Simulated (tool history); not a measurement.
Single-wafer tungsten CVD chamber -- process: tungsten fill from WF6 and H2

| run | hour | heater temperature setpoint (deg C) | chamber pressure (mTorr) | deposition time (s) | mean film thickness on the monitor wafer (angstrom) |
|---|---|---|---|---|---|
| 1 | 0.0 | 380 | 50300 | 23.5 | 529.01 |
| 2 | 2.2 | 380 | 50300 | 22.3 | 504.27 |
| 3 | 9.6 | 385 | 50400 | 22.3 | 553.07 |
| 4 | 11.6 | 385 | 50400 | 22.3 | 554.87 |
| 5 | 20.0 | 385 | 50400 | 23.5 | 579.55 |
| 6 | 24.9 | 375 | 50400 | 23.5 | 482.00 |
| 7 | 26.0 | 387 | 51000 | 23.5 | 608.66 |

Expected results for the next run?
| 8 | 28.8 | 389 | 51000 | 23.5 | ? |

Logged for run 8: mean film thickness on the monitor wafer (angstrom) 629.22.
